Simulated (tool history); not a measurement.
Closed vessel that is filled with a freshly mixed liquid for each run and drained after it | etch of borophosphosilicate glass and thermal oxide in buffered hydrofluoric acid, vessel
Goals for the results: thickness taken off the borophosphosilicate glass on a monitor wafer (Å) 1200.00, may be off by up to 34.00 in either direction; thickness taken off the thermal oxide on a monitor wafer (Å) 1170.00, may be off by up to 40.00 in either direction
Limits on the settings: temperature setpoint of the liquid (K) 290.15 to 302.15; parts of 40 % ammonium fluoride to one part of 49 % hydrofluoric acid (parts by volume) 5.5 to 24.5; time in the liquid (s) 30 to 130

| run | hour | temperature setpoint of the liquid (K) | parts of 40 % ammonium fluoride to one part of 49 % hydrofluoric acid (parts by volume) | time in the liquid (s) | thickness taken off the borophosphosilicate glass on a monitor wafer (Å) | thickness taken off the thermal oxide on a monitor wafer (Å) |
|---|---|---|---|---|---|---|
| 1 | 0.0 | 294.15 | 15.0 | 65 | 470.85 | 452.71 |
| 2 | 3.1 | 294.15 | 15.0 | 80 | 578.59 | 571.33 |
| 3 | 6.8 | 296.65 | 13.5 | 80 | 741.96 | 726.16 |
| 4 | 10.2 | 294.15 | 13.5 | 80 | 647.35 | 632.31 |
| 5 | 14.3 | 296.65 | 12.5 | 80 | 804.85 | 772.72 |
| 6 | 21.1 | 298.15 | 12.0 | 80 | 897.73 | 872.06 |
| 7 | 28.8 | 299.15 | 11.5 | 80 | 993.96 | 963.91 |
| 8 | 34.2 | 300.15 | 11.5 | 80 | 1040.80 | 1027.40 |
| 9 | 36.0 | 301.65 | 10.5 | 80 | 1237.90 | 1211.90 |

Below are 4 possible settings for the next run. Only one of them brings all results inside the allowed miss of their targets. Which is it?
| A | 37.8 | 293.65 | 5.5 | 70 | ? | ? |
| B | 37.8 | 300.15 | 9.0 | 80 | ? | ? |
| C | 37.8 | 301.65 | 10.5 | 85 | ? | ? |
| D | 37.8 | 300.15 | 10.5 | 85 | ? | ? |

| move | thickness taken off the borophosphosilicate glass on a monitor wafer (Å) | thickness taken off the thermal oxide on a monitor wafer (Å) |
|---|---|---|
| A | 1278.80 | 1252.10 |
| B | 1273.50 | 1263.10 |
| C | 1305.50 | 1297.50 |
| D | 1206.30 | 1197.90 |
A: its largest miss is bigger than the last run's
B: its largest miss is bigger than the last run's
C: its largest miss is bigger than the last run's
D: each result inside its tolerance
Answer: D

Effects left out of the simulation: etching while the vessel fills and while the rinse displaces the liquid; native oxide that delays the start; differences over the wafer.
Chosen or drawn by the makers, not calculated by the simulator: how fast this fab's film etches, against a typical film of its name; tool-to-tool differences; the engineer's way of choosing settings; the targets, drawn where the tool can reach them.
